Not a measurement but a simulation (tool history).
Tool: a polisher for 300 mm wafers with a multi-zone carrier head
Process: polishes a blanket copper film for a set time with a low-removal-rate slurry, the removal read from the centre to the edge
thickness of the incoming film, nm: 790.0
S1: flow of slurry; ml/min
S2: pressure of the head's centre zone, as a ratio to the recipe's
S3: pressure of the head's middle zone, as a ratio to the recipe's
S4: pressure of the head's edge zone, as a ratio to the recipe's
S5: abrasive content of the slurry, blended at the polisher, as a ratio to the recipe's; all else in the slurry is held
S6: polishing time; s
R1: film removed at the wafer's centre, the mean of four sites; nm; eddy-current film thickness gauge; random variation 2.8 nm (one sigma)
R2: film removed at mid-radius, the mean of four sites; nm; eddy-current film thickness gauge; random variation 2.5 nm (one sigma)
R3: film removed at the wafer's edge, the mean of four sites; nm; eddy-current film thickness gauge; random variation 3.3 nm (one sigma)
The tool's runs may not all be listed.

| run | hour | S1 | S2 | S3 | S4 | S5 | S6 | R1 | R2 | R3 |
|---|---|---|---|---|---|---|---|---|---|---|
| 1 | 0.0 | 140 | 1.00 | 1.00 | 1.00 | 1.00 | 47 | 180.14 | 174.32 | 182.71 |
| 2 | 4.3 | 140 | 1.00 | 1.00 | 1.00 | 1.00 | 42 | 158.32 | 158.74 | 159.81 |
| 3 | 9.5 | 145 | 1.02 | 1.00 | 1.02 | 1.10 | 44 | 176.61 | 171.37 | 175.19 |
| 4 | 12.3 | 150 | 1.03 | 0.99 | 1.04 | 1.15 | 45 | 186.42 | 174.84 | 179.90 |
| 5 | 16.2 | 150 | 1.03 | 0.99 | 1.04 | 1.15 | 49 | 204.82 | 194.01 | 197.24 |
| 6 | 23.3 | 150 | 1.07 | 0.99 | 1.04 | 1.15 | 49 | 209.25 | 194.23 | 202.36 |
| 7 | 32.2 | 150 | 1.09 | 0.99 | 1.06 | 1.15 | 50 | 221.40 | 198.63 | 202.81 |

Run 8 comes next. What will it give?
| 8 | 34.3 | 150 | 1.08 | 0.97 | 1.06 | 1.20 | 51 | ? | ? | ? |

Run 8 gave R1 222.21 nm, R2 199.03 nm, R3 210.13 nm.
